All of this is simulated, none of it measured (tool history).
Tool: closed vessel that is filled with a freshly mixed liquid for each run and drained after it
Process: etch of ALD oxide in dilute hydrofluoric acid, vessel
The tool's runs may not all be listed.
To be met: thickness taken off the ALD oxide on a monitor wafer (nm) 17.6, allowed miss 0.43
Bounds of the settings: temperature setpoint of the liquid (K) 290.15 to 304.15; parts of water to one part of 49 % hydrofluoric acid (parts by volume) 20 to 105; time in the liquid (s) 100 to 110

run  hour  temperature setpoint of the liquid (K)  parts of water to one part of 49 % hydrofluoric acid (parts by volume)  time in the liquid (s)  thickness taken off the ALD oxide on a monitor wafer (nm)
  1     0                                  296.15                                                                      55                     100                                                     26.693
  2   2.1                                  293.65                                                                      55                     100                                                     24.114
  3   7.7                                  293.15                                                                      55                     100                                                     23.737
  4  16.5                                  292.65                                                                      55                     100                                                     23.138
     18.1  -- thermometer replaced
  5  18.1                                  292.65                                                                      55                     110                                                     22.912
  6  22.3                                  292.65                                                                      40                     110                                                     32.935
  7  26.1                                  292.15                                                                      45                     110                                                     27.846
  8  34.8                                  291.15                                                                      55                     110                                                     21.733
  9  40.2                                  290.65                                                                      60                     110                                                      19.45
 10    44                                  290.15                                                                      60                     110                                                     19.039

4 next moves are on the table. One of them brings every result within its allowed miss. Which?
  A  47.8                                  292.15                                                                      70                     110                                                          ?
  B  47.8                                  293.15                                                                      70                     100                                                          ?
  C  47.8                                  290.15                                                                      65                     105                                                          ?
  D  47.8                                  290.65                                                                      65                     105                                                          ?

move  thickness taken off the ALD oxide on a monitor wafer (nm)
   A                                                      17.43
   B                                                     16.526
   C                                                     16.545
   D                                                     16.904
A: meets every target
B: takes the result that was furthest off past its target
C: takes the result that was furthest off past its target
D: takes the result that was furthest off past its target
Answer: A
